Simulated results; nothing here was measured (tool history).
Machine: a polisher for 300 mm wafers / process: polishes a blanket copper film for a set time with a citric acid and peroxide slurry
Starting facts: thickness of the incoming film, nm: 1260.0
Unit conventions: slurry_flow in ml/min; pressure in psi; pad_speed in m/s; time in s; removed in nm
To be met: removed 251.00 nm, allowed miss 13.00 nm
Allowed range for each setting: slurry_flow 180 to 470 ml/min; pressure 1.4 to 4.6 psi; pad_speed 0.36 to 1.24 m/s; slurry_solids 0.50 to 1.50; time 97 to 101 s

Run 1, hour 0.0: slurry_flow 300 ml/min, pressure 3.0 psi, pad_speed 0.80 m/s, slurry_solids 1.00, time 97 s. Result: removed 170.71 nm.
Run 2, hour 7.9: slurry_flow 300 ml/min, pressure 3.2 psi, pad_speed 0.80 m/s, slurry_solids 1.00, time 97 s. Result: removed 180.13 nm.
Run 3, hour 12.9: slurry_flow 300 ml/min, pressure 3.4 psi, pad_speed 0.80 m/s, slurry_solids 1.00, time 97 s. Result: removed 197.29 nm.
Run 4, hour 18.3: slurry_flow 300 ml/min, pressure 3.4 psi, pad_speed 0.80 m/s, slurry_solids 1.00, time 101 s. Result: removed 203.56 nm.
Run 5, hour 21.9: slurry_flow 300 ml/min, pressure 3.4 psi, pad_speed 0.64 m/s, slurry_solids 1.00, time 101 s. Result: removed 163.88 nm.
Run 6, hour 27.5: slurry_flow 300 ml/min, pressure 3.4 psi, pad_speed 0.64 m/s, slurry_solids 1.00, time 97 s. Result: removed 155.31 nm.
Run 7, hour 28.6: slurry_flow 300 ml/min, pressure 3.6 psi, pad_speed 0.66 m/s, slurry_solids 1.00, time 97 s. Result: removed 171.16 nm.
Run 8, hour 35.5: slurry_flow 300 ml/min, pressure 4.4 psi, pad_speed 0.72 m/s, slurry_solids 1.00, time 97 s. Result: removed 222.54 nm.

Exercise: of the 4 proposed moves below, exactly one satisfies all targets within the stated allowed misses. Which move is it?
Run A, hour 42.4: slurry_flow 315 ml/min, pressure 4.4 psi, pad_speed 0.58 m/s, slurry_solids 1.00, time 97 s. Result: removed ?.
Run B, hour 42.4: slurry_flow 320 ml/min, pressure 3.2 psi, pad_speed 0.78 m/s, slurry_solids 1.25, time 97 s. Result: removed ?.
Run C, hour 42.4: slurry_flow 250 ml/min, pressure 4.4 psi, pad_speed 0.76 m/s, slurry_solids 1.10, time 101 s. Result: removed ?.
Run D, hour 42.4: slurry_flow 330 ml/min, pressure 4.1 psi, pad_speed 0.62 m/s, slurry_solids 1.05, time 97 s. Result: removed ?.

move  removed
   A   189.61
   B   192.33
   C   249.80
   D   191.17
A: the biggest miss grows against the last run
B: the biggest miss grows against the last run
C: every result within its allowed miss
D: the biggest miss grows against the last run
The right move is C.
